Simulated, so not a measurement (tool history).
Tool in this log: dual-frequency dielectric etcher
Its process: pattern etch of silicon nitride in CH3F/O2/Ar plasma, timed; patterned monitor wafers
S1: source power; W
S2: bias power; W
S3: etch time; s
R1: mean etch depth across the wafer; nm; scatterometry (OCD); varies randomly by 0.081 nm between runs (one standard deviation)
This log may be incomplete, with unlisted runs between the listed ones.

run 1 day=0 | S1=310 S2=80 S3=38.5 | R1=27.67
run 2 day=0.312 | S1=300 S2=80 S3=38.5 | R1=27.346
run 3 day=0.367 | S1=290 S2=80 S3=38.5 | R1=27.138
run 4 day=0.492 | S1=290 S2=86 S3=38.5 | R1=27.767
run 5 day=0.742 | S1=280 S2=86 S3=38.5 | R1=27.433
run 6 day=0.9 | S1=280 S2=94 S3=38.5 | R1=28.13
run 7 day=1.008 | S1=270 S2=94 S3=38.5 | R1=28.03

Run 8 has not been measured yet. What should we expect?
run 8 day=1.038 | S1=260 S2=94 S3=38.5 | R1=?

{"run 8": {"R1": 27.827}}
